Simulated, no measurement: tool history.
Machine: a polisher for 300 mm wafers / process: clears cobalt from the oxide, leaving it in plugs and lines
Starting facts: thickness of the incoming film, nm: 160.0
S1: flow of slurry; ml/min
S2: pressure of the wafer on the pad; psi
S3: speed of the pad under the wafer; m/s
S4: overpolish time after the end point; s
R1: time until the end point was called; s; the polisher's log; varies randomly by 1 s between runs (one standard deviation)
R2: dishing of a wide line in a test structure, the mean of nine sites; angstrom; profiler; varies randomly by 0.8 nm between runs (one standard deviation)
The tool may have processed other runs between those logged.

run 1 hour=0 | S1=200 S2=1.5 S3=0.9 S4=22 | R1=42.807 R2=447.34
run 2 hour=3.4 | S1=200 S2=1.5 S3=0.9 S4=29 | R1=42.213 R2=498.54
run 3 hour=10.5 | S1=195 S2=1.3 S3=0.84 S4=32 | R1=51.677 R2=485.2
run 4 hour=18.9 | S1=190 S2=1.1 S3=0.8 S4=33 | R1=62.536 R2=445.24
run 5 hour=26 | S1=240 S2=1.1 S3=0.8 S4=33 | R1=61.325 R2=464.16
run 6 hour=27.5 | S1=240 S2=1.1 S3=0.8 S4=42 | R1=60.827 R2=518.23
run 7 hour=32.5 | S1=240 S2=1 S3=0.76 S4=41 | R1=70.727 R2=471.91
run 8 hour=36.4 | S1=240 S2=0.9 S3=0.76 S4=41 | R1=78.819 R2=456.41
run 9 hour=42.1 | S1=240 S2=0.9 S3=0.76 S4=40 | R1=78.295 R2=451.41
run 10 hour=50.4 | S1=240 S2=0.8 S3=0.76 S4=39 | R1=87.555 R2=407.83
run 11 hour=55.2 | S1=240 S2=0.8 S3=0.76 S4=40 | R1=87.694 R2=430.85
run 12 hour=62.3 | S1=240 S2=0.8 S3=0.76 S4=39 | R1=87.925 R2=417.36
run 13 hour=63.9 | S1=235 S2=0.7 S3=0.76 S4=40 | R1=100.14 R2=397.83
run 14 hour=72.1 | S1=245 S2=0.7 S3=0.76 S4=40 | R1=99.387 R2=411.37
run 15 hour=80.5 | S1=260 S2=0.8 S3=0.76 S4=38 | R1=86.139 R2=427.63
run 16 hour=87.3 | S1=255 S2=0.8 S3=0.76 S4=38 | R1=85.85 R2=404.86
run 17 hour=91.3 | S1=250 S2=0.7 S3=0.76 S4=41 | R1=99.277 R2=416.62
run 18 hour=99.7 | S1=255 S2=0.7 S3=0.76 S4=40 | R1=97.63 R2=418.78

Run 19, settings as shown, results not yet in. Your forecast:
run 19 hour=104.4 | S1=255 S2=0.7 S3=0.76 S4=39 | R1=? R2=?

{"run 19": {"R1": 95.601, "R2": 392.62}}
